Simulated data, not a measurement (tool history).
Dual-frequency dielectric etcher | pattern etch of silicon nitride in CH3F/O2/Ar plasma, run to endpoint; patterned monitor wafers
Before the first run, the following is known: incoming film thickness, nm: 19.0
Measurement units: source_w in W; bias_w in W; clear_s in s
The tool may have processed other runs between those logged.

run,hour,source_w,bias_w,clear_s
1,0.0,320,70,32.305
2,1.7,360,70,31.099
3,10.4,370,71,30.767
4,17.6,370,60,33.142
5,25.4,380,62,32.312
6,28.4,380,56,33.875
7,37.3,390,59,32.698
8,38.2,400,61,32.134
9,41.3,410,63,31.025
10,48.0,410,64,30.924

Run 11 comes next. What will it give?
11,49.1,410,65,?

clear_s: 30.780 s

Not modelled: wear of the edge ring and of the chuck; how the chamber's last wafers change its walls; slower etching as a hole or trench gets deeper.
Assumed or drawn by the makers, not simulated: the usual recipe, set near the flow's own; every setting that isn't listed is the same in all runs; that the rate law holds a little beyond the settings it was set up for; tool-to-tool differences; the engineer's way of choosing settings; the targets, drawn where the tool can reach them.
